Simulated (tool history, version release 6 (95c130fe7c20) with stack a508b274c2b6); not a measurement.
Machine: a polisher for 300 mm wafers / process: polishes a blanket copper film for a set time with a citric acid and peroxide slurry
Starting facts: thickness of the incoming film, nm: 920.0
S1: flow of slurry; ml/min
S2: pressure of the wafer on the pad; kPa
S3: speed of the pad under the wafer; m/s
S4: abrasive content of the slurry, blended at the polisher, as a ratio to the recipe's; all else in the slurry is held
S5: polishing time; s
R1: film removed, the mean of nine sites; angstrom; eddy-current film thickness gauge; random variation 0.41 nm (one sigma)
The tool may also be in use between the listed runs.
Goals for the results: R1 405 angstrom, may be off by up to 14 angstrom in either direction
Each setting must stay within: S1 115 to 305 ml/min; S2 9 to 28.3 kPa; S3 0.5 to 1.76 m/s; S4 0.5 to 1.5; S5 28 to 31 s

Run 1, hour 0: S1 195 ml/min, S2 18.6 kPa, S3 1.12 m/s, S4 1, S5 31 s. Result: R1 672.85 angstrom.
Run 2, hour 7.3: S1 195 ml/min, S2 18.6 kPa, S3 1 m/s, S4 1, S5 31 s. Result: R1 599.9 angstrom.
Run 3, hour 8.9: S1 195 ml/min, S2 15.2 kPa, S3 1 m/s, S4 1, S5 31 s. Result: R1 498.06 angstrom.
Run 4, hour 15.8: S1 190 ml/min, S2 13.8 kPa, S3 1 m/s, S4 1, S5 31 s. Result: R1 447.87 angstrom.
Run 5, hour 18.9: S1 180 ml/min, S2 13.1 kPa, S3 1 m/s, S4 1, S5 31 s. Result: R1 419.14 angstrom.
Run 6, hour 23.8: S1 175 ml/min, S2 13.1 kPa, S3 1 m/s, S4 1, S5 31 s. Result: R1 434.75 angstrom.
Run 7, hour 30.2: S1 175 ml/min, S2 11.7 kPa, S3 1 m/s, S4 1, S5 31 s. Result: R1 382.21 angstrom.
Run 8, hour 37.7: S1 175 ml/min, S2 11.7 kPa, S3 1 m/s, S4 1, S5 31 s. Result: R1 384.11 angstrom.
Run 9, hour 43.2: S1 180 ml/min, S2 11.7 kPa, S3 1 m/s, S4 1, S5 31 s. Result: R1 383.68 angstrom.

Of the 5 settings listed for the next run, only one would bring every result within its allowed miss of target. Which one?
Run A, hour 48.7: S1 140 ml/min, S2 9.7 kPa, S3 1.08 m/s, S4 1.1, S5 31 s. Result: R1 ?.
Run B, hour 48.7: S1 185 ml/min, S2 9 kPa, S3 1.28 m/s, S4 0.95, S5 30 s. Result: R1 ?.
Run C, hour 48.7: S1 195 ml/min, S2 11.7 kPa, S3 1.04 m/s, S4 0.95, S5 29 s. Result: R1 ?.
Run D, hour 48.7: S1 115 ml/min, S2 10.3 kPa, S3 1.2 m/s, S4 0.85, S5 29 s. Result: R1 ?.
Run E, hour 48.7: S1 165 ml/min, S2 15.2 kPa, S3 0.84 m/s, S4 1.05, S5 30 s. Result: R1 ?.

move      R1
   A  337.86
   B  357.41
   C  367.57
   D  343.26
   E  398.52
A: its largest miss is bigger than the last run's
B: its largest miss is bigger than the last run's
C: its largest miss is bigger than the last run's
D: its largest miss is bigger than the last run's
E: every result lands within tolerance
Answer: E
